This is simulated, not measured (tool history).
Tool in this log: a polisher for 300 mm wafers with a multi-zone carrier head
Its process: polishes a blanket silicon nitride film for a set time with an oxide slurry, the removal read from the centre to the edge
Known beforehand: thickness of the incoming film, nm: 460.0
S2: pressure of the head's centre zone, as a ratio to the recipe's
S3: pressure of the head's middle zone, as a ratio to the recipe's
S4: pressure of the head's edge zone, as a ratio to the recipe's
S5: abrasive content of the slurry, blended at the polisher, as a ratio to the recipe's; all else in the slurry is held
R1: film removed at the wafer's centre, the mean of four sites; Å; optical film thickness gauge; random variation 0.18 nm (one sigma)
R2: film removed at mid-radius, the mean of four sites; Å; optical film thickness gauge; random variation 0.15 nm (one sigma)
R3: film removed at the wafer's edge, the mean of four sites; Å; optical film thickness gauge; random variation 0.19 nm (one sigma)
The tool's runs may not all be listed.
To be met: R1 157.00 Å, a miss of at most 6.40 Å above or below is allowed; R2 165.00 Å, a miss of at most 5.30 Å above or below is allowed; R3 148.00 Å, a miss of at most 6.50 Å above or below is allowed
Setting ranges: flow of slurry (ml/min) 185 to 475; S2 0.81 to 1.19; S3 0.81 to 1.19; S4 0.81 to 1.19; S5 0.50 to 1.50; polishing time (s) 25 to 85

{"run": 1, "hour": 0.0, "flow of slurry (ml/min)": 305, "S2": 1.0, "S3": 1.0, "S4": 1.0, "S5": 1.0, "polishing time (s)": 55, "R1": 214.02, "R2": 214.05, "R3": 222.75}
{"run": 2, "hour": 8.9, "flow of slurry (ml/min)": 310, "S2": 1.0, "S3": 1.02, "S4": 0.97, "S5": 0.9, "polishing time (s)": 54, "R1": 207.53, "R2": 201.41, "R3": 202.53}
{"run": 3, "hour": 13.3, "flow of slurry (ml/min)": 310, "S2": 0.97, "S3": 1.03, "S4": 0.95, "S5": 0.8, "polishing time (s)": 54, "R1": 191.09, "R2": 194.67, "R3": 198.81}
{"run": 4, "hour": 18.3, "flow of slurry (ml/min)": 315, "S2": 0.97, "S3": 1.06, "S4": 0.93, "S5": 0.75, "polishing time (s)": 53, "R1": 179.88, "R2": 193.72, "R3": 191.77}
{"run": 5, "hour": 25.8, "flow of slurry (ml/min)": 315, "S2": 0.99, "S3": 1.07, "S4": 0.91, "S5": 0.7, "polishing time (s)": 52, "R1": 176.28, "R2": 187.47, "R3": 176.2}
{"run": 6, "hour": 32.0, "flow of slurry (ml/min)": 280, "S2": 0.99, "S3": 1.07, "S4": 0.91, "S5": 0.7, "polishing time (s)": 52, "R1": 177.6, "R2": 184.46, "R3": 177.09}
{"run": 7, "hour": 36.7, "flow of slurry (ml/min)": 285, "S2": 1.0, "S3": 1.08, "S4": 0.9, "S5": 0.65, "polishing time (s)": 51, "R1": 168.49, "R2": 178.94, "R3": 170.11}
{"run": 8, "hour": 44.5, "flow of slurry (ml/min)": 290, "S2": 1.01, "S3": 1.08, "S4": 0.89, "S5": 0.6, "polishing time (s)": 51, "R1": 167.61, "R2": 173.14, "R3": 163.11}
{"run": 9, "hour": 46.9, "flow of slurry (ml/min)": 290, "S2": 1.01, "S3": 1.08, "S4": 0.88, "S5": 0.6, "polishing time (s)": 51, "R1": 166.13, "R2": 171.44, "R3": 162.96}

Which single option among these 4 for the next run brings every result within its allowed miss of target? Just one does.
{"run": "A", "hour": 49.3, "flow of slurry (ml/min)": 275, "S2": 0.89, "S3": 0.96, "S4": 0.95, "S5": 0.5, "polishing time (s)": 63, "R1": "?", "R2": "?", "R3": "?"}
{"run": "B", "hour": 49.3, "flow of slurry (ml/min)": 305, "S2": 1.03, "S3": 1.15, "S4": 0.88, "S5": 0.5, "polishing time (s)": 50, "R1": "?", "R2": "?", "R3": "?"}
{"run": "C", "hour": 49.3, "flow of slurry (ml/min)": 305, "S2": 0.96, "S3": 1.04, "S4": 0.91, "S5": 0.55, "polishing time (s)": 58, "R1": "?", "R2": "?", "R3": "?"}
{"run": "D", "hour": 49.3, "flow of slurry (ml/min)": 290, "S2": 1.1, "S3": 1.04, "S4": 0.84, "S5": 0.5, "polishing time (s)": 51, "R1": "?", "R2": "?", "R3": "?"}

move=A R1=169.93 R2=175.84 R3=190.28
move=B R1=158.09 R2=164.14 R3=147.73
move=C R1=177.47 R2=181.70 R3=180.49
move=D R1=171.31 R2=152.89 R3=148.08
A: moves away from the targets compared with the last run
B: all results in spec
C: moves away from the targets compared with the last run
D: corrects the largest miss of the last run, while another result sits out of spec
B meets every target.
